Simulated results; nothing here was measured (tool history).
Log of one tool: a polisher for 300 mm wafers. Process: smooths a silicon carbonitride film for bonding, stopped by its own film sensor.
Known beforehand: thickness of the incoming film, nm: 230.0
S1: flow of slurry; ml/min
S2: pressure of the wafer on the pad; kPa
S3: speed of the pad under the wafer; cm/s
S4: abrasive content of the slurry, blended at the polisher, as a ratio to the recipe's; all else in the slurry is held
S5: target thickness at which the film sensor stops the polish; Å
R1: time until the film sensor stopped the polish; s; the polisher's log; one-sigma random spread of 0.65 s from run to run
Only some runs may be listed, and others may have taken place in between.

run	hour	S1	S2	S3	S4	S5	R1
1	0	190	18.6	76	1	2130	74.386
2	7.8	190	18.6	68	1	2130	81.585
3	15.7	190	20	68	1	2130	76.626
4	24.3	190	23.4	68	1	2130	68.783
5	28.7	190	24.8	68	1	2130	64.805
6	36.6	220	24.8	68	1	2130	62.072

Estimate the outcome of run 7 from the log above:
7	37.7	225	24.8	68	1	2130	?

{"run 7": {"R1": 62.158}}
